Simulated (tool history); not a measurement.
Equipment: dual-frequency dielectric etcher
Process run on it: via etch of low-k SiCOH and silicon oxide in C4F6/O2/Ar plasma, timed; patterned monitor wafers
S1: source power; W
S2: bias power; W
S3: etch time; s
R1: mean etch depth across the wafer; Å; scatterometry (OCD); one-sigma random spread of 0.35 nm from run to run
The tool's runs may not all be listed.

run 1 hour=0 | S1=300 S2=190 S3=76 | R1=1616.8
run 2 hour=6.5 | S1=300 S2=224 S3=76 | R1=1702.8
run 3 hour=15 | S1=270 S2=203 S3=76 | R1=1533.3
run 4 hour=17.1 | S1=250 S2=202 S3=76 | R1=1459.7
run 5 hour=24.3 | S1=300 S2=202 S3=76 | R1=1649.7
run 6 hour=30.8 | S1=260 S2=202 S3=76 | R1=1505.4
run 7 hour=36.1 | S1=260 S2=202 S3=76 | R1=1500.7
run 8 hour=38.8 | S1=240 S2=201 S3=76 | R1=1426.3
run 9 hour=42.7 | S1=230 S2=201 S3=76 | R1=1374.1
run 10 hour=48.5 | S1=230 S2=201 S3=76 | R1=1383
run 11 hour=54.9 | S1=170 S2=183 S3=76 | R1=1002.7
run 12 hour=62.5 | S1=180 S2=183 S3=76 | R1=1067.5
run 13 hour=65.3 | S1=190 S2=183 S3=76 | R1=1145.3
run 14 hour=71.3 | S1=190 S2=183 S3=76 | R1=1145.5

Predict the results of run 15:
run 15 hour=73.5 | S1=200 S2=183 S3=76 | R1=?

R1: 1205 Å
